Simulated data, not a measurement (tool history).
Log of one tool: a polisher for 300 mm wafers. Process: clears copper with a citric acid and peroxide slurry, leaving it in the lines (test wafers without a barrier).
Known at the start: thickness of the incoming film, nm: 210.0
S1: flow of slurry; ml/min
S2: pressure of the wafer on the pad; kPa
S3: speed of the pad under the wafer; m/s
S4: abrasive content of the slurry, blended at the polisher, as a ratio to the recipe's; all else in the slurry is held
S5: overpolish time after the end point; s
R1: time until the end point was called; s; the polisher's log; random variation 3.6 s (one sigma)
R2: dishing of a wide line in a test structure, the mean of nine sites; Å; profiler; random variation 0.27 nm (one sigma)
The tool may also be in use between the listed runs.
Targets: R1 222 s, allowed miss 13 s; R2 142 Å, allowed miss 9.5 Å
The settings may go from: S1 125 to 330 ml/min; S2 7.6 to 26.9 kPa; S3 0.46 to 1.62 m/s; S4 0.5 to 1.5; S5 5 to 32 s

run,hour,S1,S2,S3,S4,S5,R1,R2
1,0,210,17.2,1.04,1,16,121.09,152.78
2,2.1,210,17.2,1.04,1,10,119.53,112.95
3,3.2,210,17.2,1.04,1,16,122.84,157.57
4,9.7,210,15.9,1.02,1,17,129.61,151.7
5,12.3,210,15.9,1.02,1,11,132.11,114.75
6,19.2,210,15.9,1.02,1.1,11,130.43,114.29
7,20.2,210,14.5,1,1.1,13,144.49,122.16
8,23.1,210,14.5,1,1.1,13,147.72,118.27
9,27.7,210,13.1,1,1.1,15,163.45,121.99
10,32.7,210,13.1,1,1.1,15,159.46,120.52
11,39,210,12.4,0.98,1.1,17,169.39,129.66
12,43.4,210,11.7,0.98,1.1,18,177.76,127.49
13,49.7,210,11.7,0.98,1.1,18,180.41,126.99
14,54.2,210,11,0.98,1.1,19,190.33,127.81
15,63.1,210,11,0.98,1.1,20,190.99,130.91
16,70.4,210,11,0.98,1.1,21,194.73,137.64
17,78.6,210,11,0.98,1.1,22,192.66,139.26
18,84.6,210,8.3,0.96,1.1,26,251.56,125.7

Which of these 4 next moves meets every target?
A,90.6,125,15.2,0.5,1.35,26,?,?
B,90.6,230,9,0.98,1.15,21,?,?
C,90.6,245,9.7,1,0.9,26,?,?
D,90.6,185,8.3,1,1.25,17,?,?

move,R1,R2
A,280.63,121.25
B,230.04,117.07
C,222.81,139.43
D,245.23,94.698
A: further off than the last run
B: brings the result that was furthest off to its target, and leaves another outside
C: meets every target
D: further off than the last run
The right move is C.
